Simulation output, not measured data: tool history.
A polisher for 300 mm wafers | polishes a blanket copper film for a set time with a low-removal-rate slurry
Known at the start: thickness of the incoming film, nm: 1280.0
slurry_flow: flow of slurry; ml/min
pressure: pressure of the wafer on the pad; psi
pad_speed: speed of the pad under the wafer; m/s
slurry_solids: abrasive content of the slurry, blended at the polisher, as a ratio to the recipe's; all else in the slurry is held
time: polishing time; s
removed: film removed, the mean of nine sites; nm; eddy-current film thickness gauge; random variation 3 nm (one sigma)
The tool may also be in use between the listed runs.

| run | hour | slurry_flow | pressure | pad_speed | slurry_solids | time | removed |
|---|---|---|---|---|---|---|---|
| 1 | 0.0 | 280 | 2.7 | 1.40 | 1.0 | 93 | 332.24 |
| 2 | 0.8 | 340 | 2.7 | 1.40 | 1.0 | 93 | 330.35 |
| 3 | 3.7 | 340 | 2.5 | 1.40 | 1.0 | 93 | 318.20 |
| 4 | 8.7 | 340 | 2.5 | 1.40 | 1.0 | 98 | 335.31 |
| 5 | 16.7 | 340 | 2.5 | 1.40 | 1.1 | 98 | 349.77 |
| 6 | 22.4 | 340 | 2.4 | 1.36 | 1.1 | 98 | 321.72 |
| 7 | 27.5 | 340 | 2.3 | 1.34 | 1.1 | 98 | 304.12 |

The next listed run, before its measurement:
| 8 | 34.6 | 340 | 2.2 | 1.34 | 1.1 | 98 | ? |

removed: 281.05 nm
